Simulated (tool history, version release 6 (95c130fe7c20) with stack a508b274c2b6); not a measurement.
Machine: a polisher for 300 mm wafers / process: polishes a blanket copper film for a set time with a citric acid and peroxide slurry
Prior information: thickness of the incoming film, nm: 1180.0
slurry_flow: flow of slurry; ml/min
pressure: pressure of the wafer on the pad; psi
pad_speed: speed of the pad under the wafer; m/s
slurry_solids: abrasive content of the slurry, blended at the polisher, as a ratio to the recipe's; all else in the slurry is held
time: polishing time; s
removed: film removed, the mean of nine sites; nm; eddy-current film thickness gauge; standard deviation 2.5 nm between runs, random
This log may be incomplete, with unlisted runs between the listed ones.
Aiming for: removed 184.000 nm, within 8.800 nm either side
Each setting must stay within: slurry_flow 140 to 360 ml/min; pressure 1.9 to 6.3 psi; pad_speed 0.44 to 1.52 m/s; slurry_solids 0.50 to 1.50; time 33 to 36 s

run	day	slurry_flow	pressure	pad_speed	slurry_solids	time	removed
1	0.000	230	4.1	0.98	1.00	36	115.080
2	0.250	210	4.1	0.98	1.00	36	112.820
3	0.338	210	4.1	0.76	1.00	36	89.102
4	0.479	210	4.1	0.54	1.00	36	64.830
5	0.792	155	4.1	0.54	1.00	36	61.947
6	1.050	140	4.1	0.54	1.00	36	61.813
7	1.317	150	4.7	0.64	1.00	36	82.053
8	1.392	160	5.1	0.72	1.00	36	101.250
9	1.533	170	5.4	0.78	1.00	36	114.600
10	1.567	175	5.6	0.84	1.00	36	129.690
11	1.783	180	5.8	0.88	1.00	36	141.910

Exercise: of the 4 proposed moves below, exactly one satisfies all targets within the stated allowed misses. Which move is it?
A	2.000	150	5.6	1.04	1.05	36	?
B	2.000	170	6.1	0.74	0.90	33	?
C	2.000	145	6.3	0.92	1.20	36	?
D	2.000	195	6.1	1.02	1.25	36	?

move	removed
A	161.190
B	113.230
C	164.500
D	183.260
A: nearer than the last run, and not there yet
B: its largest miss is bigger than the last run's
C: nearer than the last run, and not there yet
D: all results land within tolerance of their targets
So the answer is move D, the one that meets all the targets.
